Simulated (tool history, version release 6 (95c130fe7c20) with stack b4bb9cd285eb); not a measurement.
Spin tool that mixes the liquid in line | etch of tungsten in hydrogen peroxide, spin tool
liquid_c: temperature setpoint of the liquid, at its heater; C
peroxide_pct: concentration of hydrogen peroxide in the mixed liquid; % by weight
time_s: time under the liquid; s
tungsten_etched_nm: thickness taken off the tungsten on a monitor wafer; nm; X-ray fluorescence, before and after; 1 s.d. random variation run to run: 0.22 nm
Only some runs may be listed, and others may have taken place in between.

run	hour	liquid_c	peroxide_pct	time_s	tungsten_etched_nm
1	0	55	16.5	55	72.367
2	8.1	55	16.5	55	72.573
3	10.7	54.5	16.5	55	70.37
4	13.4	54	16.5	55	68.177
5	16.7	53.5	16.5	55	66.448
6	25.3	59.5	16.5	55	94.251
7	27.8	58	16.5	55	86.858
8	29.8	56.5	16.5	55	79.438
9	33.9	55.5	16.5	55	74.728
10	35.9	55	16.5	55	72.74
11	38.2	54.5	16.5	55	69.935

Run 12, settings as shown, results not yet in. Your forecast:
12	42.4	54	16.5	55	?

tungsten_etched_nm: 68.443 nm

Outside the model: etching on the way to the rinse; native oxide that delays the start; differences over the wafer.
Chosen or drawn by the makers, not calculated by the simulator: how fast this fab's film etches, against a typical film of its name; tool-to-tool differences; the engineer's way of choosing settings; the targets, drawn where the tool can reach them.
